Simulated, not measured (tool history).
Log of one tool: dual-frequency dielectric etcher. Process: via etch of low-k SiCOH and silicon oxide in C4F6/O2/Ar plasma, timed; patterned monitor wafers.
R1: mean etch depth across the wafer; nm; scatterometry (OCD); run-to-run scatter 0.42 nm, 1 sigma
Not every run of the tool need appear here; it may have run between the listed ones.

Run 1, hour 0.0: source power (kW) 0.370, bias power (kW) 0.234, etch time (s) 76.0. Result: R1 207.01 nm.
Run 2, hour 7.7: source power (kW) 0.370, bias power (kW) 0.234, etch time (s) 76.0. Result: R1 207.88 nm.
Run 3, hour 13.6: source power (kW) 0.370, bias power (kW) 0.234, etch time (s) 76.0. Result: R1 207.35 nm.
Run 4, hour 14.8: source power (kW) 0.370, bias power (kW) 0.203, etch time (s) 76.0. Result: R1 201.26 nm.
Run 5, hour 22.1: source power (kW) 0.350, bias power (kW) 0.199, etch time (s) 76.0. Result: R1 191.85 nm.
Run 6, hour 26.3: source power (kW) 0.390, bias power (kW) 0.199, etch time (s) 76.0. Result: R1 205.65 nm.
Run 7, hour 34.1: source power (kW) 0.380, bias power (kW) 0.198, etch time (s) 76.0. Result: R1 202.96 nm.
Run 8, hour 40.4: source power (kW) 0.370, bias power (kW) 0.197, etch time (s) 76.0. Result: R1 199.86 nm.
Run 9, hour 41.3: source power (kW) 0.360, bias power (kW) 0.196, etch time (s) 76.0. Result: R1 195.40 nm.
Run 10, hour 49.4: source power (kW) 0.350, bias power (kW) 0.195, etch time (s) 76.0. Result: R1 192.24 nm.
Run 11, hour 54.0: source power (kW) 0.340, bias power (kW) 0.194, etch time (s) 76.0. Result: R1 187.81 nm.

Run 12 comes next. What will it give?
Run 12, hour 56.7: source power (kW) 0.330, bias power (kW) 0.193, etch time (s) 76.0. Result: R1 ?.

R1: 184.98 nm
